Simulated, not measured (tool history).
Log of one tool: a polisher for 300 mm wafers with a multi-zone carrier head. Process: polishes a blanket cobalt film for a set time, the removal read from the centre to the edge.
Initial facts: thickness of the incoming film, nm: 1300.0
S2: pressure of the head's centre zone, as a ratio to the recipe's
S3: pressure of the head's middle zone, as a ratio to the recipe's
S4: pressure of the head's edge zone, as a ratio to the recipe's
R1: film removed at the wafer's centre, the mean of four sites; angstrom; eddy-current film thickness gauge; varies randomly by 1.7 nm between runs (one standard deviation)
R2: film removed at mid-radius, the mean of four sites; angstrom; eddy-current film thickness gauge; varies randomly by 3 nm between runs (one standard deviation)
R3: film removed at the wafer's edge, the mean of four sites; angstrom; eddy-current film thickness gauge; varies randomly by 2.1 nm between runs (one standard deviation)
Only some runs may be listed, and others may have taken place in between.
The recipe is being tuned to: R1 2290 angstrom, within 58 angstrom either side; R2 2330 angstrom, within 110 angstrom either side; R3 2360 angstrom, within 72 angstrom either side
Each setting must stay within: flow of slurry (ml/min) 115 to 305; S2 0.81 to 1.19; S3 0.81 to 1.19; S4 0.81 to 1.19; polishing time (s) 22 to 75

Run 1, day 0: flow of slurry (ml/min) 195, S2 1, S3 1, S4 1, polishing time (s) 48. Result: R1 1858.4 angstrom, R2 1867.5 angstrom, R3 1869.8 angstrom.
Run 2, day 0.029: flow of slurry (ml/min) 245, S2 1, S3 1, S4 1, polishing time (s) 48. Result: R1 1971.1 angstrom, R2 1962.4 angstrom, R3 1957.5 angstrom.
Run 3, day 0.162: flow of slurry (ml/min) 245, S2 1.04, S3 1, S4 1, polishing time (s) 48. Result: R1 2013.1 angstrom, R2 1968.3 angstrom, R3 1956.7 angstrom.
Run 4, day 0.4: flow of slurry (ml/min) 270, S2 1.04, S3 1, S4 1, polishing time (s) 48. Result: R1 2059.6 angstrom, R2 2009.1 angstrom, R3 1993.2 angstrom.
Run 5, day 0.6: flow of slurry (ml/min) 275, S2 1.04, S3 1.02, S4 1.04, polishing time (s) 49. Result: R1 2102.5 angstrom, R2 2076.4 angstrom, R3 2025.5 angstrom.
Run 6, day 0.629: flow of slurry (ml/min) 275, S2 1.02, S3 1.01, S4 1.05, polishing time (s) 51. Result: R1 2128.7 angstrom, R2 2091.9 angstrom, R3 2131.1 angstrom.
Run 7, day 0.788: flow of slurry (ml/min) 280, S2 1.01, S3 1.02, S4 1.06, polishing time (s) 52. Result: R1 2195.3 angstrom, R2 2175 angstrom, R3 2198.1 angstrom.
Run 8, day 1.108: flow of slurry (ml/min) 285, S2 1, S3 1.03, S4 1.07, polishing time (s) 53. Result: R1 2224.3 angstrom, R2 2331.6 angstrom, R3 2235.6 angstrom.

4 candidate next runs follow, results not yet known. Just one meets every target within its allowed miss. Identify it.
Run A, day 1.429: flow of slurry (ml/min) 300, S2 1.03, S3 1.17, S4 1.01, polishing time (s) 51. Result: R1 ?, R2 ?, R3 ?.
Run B, day 1.429: flow of slurry (ml/min) 295, S2 0.95, S3 0.94, S4 0.95, polishing time (s) 58. Result: R1 ?, R2 ?, R3 ?.
Run C, day 1.429: flow of slurry (ml/min) 250, S2 1.01, S3 1.03, S4 1.08, polishing time (s) 52. Result: R1 ?, R2 ?, R3 ?.
Run D, day 1.429: flow of slurry (ml/min) 255, S2 1, S3 1.09, S4 0.95, polishing time (s) 52. Result: R1 ?, R2 ?, R3 ?.

move      R1      R2      R3
   A    2170  2399.2  2153.4
   B  2267.2  2307.1  2389.8
   C  2119.2  2173.4  2229.9
   D  2104.5  2275.3  2112.5
A: its largest miss is bigger than the last run's
B: each result inside its tolerance
C: its largest miss is bigger than the last run's
D: its largest miss is bigger than the last run's
The right move is B.

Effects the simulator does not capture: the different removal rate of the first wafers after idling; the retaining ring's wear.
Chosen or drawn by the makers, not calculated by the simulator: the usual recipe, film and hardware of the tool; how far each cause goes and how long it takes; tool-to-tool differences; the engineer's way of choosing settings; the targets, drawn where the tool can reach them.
